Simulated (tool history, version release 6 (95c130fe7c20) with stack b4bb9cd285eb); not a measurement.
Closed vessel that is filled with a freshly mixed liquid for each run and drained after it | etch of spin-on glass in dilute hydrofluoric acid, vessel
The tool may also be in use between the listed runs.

run    day  temperature setpoint of the liquid (K)  parts of water to one part of 49 % hydrofluoric acid (parts by volume)  time in the liquid (s)  thickness taken off the spin-on glass on a monitor wafer (nm)
  1      0                                  297.15                                                                      70                     105                                                         47.269
  2  0.125                                  296.15                                                                      70                     105                                                         44.582
  3  0.175                                  295.65                                                                      70                     105                                                          44.18
  4  0.492                                  295.65                                                                      85                     105                                                         35.603
  5  0.604                                  295.15                                                                      85                     105                                                         35.028
  6  0.771                                  295.15                                                                      60                     105                                                         51.357
  7  1.021                                  294.65                                                                      65                     105                                                          45.58

The next listed run, before its measurement:
  8  1.1                                  290.65                                                                      85                     105                                                              ?

Run 8 gave thickness taken off the spin-on glass on a monitor wafer (nm) 29.034.

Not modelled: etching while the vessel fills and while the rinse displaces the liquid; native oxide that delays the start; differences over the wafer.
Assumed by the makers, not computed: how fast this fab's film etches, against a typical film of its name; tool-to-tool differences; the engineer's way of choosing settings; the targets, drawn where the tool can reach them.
